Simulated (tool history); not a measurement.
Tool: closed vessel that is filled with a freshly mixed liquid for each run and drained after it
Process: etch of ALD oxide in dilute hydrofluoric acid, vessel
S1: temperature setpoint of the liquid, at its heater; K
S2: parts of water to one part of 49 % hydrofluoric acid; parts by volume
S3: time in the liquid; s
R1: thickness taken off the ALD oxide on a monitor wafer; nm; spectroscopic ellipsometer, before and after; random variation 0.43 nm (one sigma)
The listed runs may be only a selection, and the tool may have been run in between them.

| run | hour | S1 | S2 | S3 | R1 |
|---|---|---|---|---|---|
| 1 | 0.0 | 295.15 | 160 | 630 | 87.672 |
| 2 | 2.2 | 294.65 | 160 | 630 | 85.857 |
| 3 | 8.7 | 294.15 | 160 | 630 | 85.498 |
| 4 | 9.9 | 294.15 | 160 | 630 | 84.884 |
| 5 | 18.1 | 294.15 | 215 | 630 | 59.724 |
| 6 | 22.0 | 291.15 | 215 | 630 | 52.943 |

Run 7, settings as shown, results not yet in. Your forecast:
|  | 27.6 | hydrofluoric acid flow meter replaced |
| 7 | 27.6 | 291.65 | 215 | 630 | ? |

{"run 7": {"R1": 58.574}}

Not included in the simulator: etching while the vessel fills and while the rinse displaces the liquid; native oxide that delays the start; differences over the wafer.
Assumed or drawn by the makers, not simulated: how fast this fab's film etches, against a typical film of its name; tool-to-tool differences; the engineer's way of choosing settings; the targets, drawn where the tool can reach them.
